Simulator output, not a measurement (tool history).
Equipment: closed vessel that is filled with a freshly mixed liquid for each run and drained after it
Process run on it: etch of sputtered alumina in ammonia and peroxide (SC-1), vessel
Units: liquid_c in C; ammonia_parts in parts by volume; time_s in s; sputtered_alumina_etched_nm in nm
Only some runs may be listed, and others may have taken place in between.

run,hour,liquid_c,ammonia_parts,time_s,sputtered_alumina_etched_nm
1,0,55,0.7,95,6.4394
2,6,56.5,0.7,95,7.0181
3,14.8,57.5,0.7,95,7.4152
4,18.9,57.5,0.5,95,7.1553
5,21.2,64.5,0.5,95,10.154
6,25.6,64.5,0.65,95,10.32
7,29.3,63.5,0.65,95,9.9043
8,32.2,63,0.65,95,9.6776
9,39.3,62.5,0.65,95,9.567

For run 10, what comes out?
10,47,62,0.65,95,?

{"run 10": {"sputtered_alumina_etched_nm": 9.2631}}

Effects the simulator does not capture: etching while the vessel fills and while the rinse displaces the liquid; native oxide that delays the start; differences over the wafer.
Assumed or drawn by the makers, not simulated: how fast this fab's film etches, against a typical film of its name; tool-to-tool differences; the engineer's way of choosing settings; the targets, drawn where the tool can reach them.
